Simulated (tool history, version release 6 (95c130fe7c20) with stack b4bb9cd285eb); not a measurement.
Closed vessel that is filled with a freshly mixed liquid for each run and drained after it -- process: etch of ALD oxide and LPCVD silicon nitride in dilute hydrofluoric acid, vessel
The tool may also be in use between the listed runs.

| run | hour | temperature setpoint of the liquid (C) | parts of water to one part of 49 % hydrofluoric acid (parts by volume) | time in the liquid (s) | thickness taken off the ALD oxide on a monitor wafer (angstrom) | thickness taken off the LPCVD silicon nitride on a monitor wafer (angstrom) |
|---|---|---|---|---|---|---|
| 1 | 0.0 | 24.0 | 95 | 205 | 355.64 | 8.5330 |
| 2 | 4.8 | 23.0 | 120 | 200 | 257.48 | 6.3823 |
| 3 | 9.6 | 26.0 | 120 | 200 | 290.29 | 8.0625 |
| 4 | 18.6 | 26.0 | 100 | 200 | 355.00 | 9.5133 |
| 5 | 22.5 | 26.0 | 130 | 200 | 262.48 | 7.3022 |
| 6 | 24.5 | 24.5 | 130 | 200 | 247.36 | 6.6241 |
| 7 | 31.6 | 23.5 | 145 | 185 | 194.12 | 5.2725 |
| 8 | 39.1 | 22.5 | 155 | 175 | 164.42 | 4.3210 |
| 9 | 45.5 | 22.5 | 160 | 160 | 145.21 | 3.6821 |
| 10 | 54.9 | 22.5 | 165 | 150 | 130.23 | 3.2577 |

Run 11, settings as shown, results not yet in. Your forecast:
| 11 | 63.0 | 22.0 | 175 | 145 | ? | ? |

{"run 11": {"thickness taken off the ALD oxide on a monitor wafer (angstrom)": 114.88, "thickness taken off the LPCVD silicon nitride on a monitor wafer (angstrom)": 3.0385}}
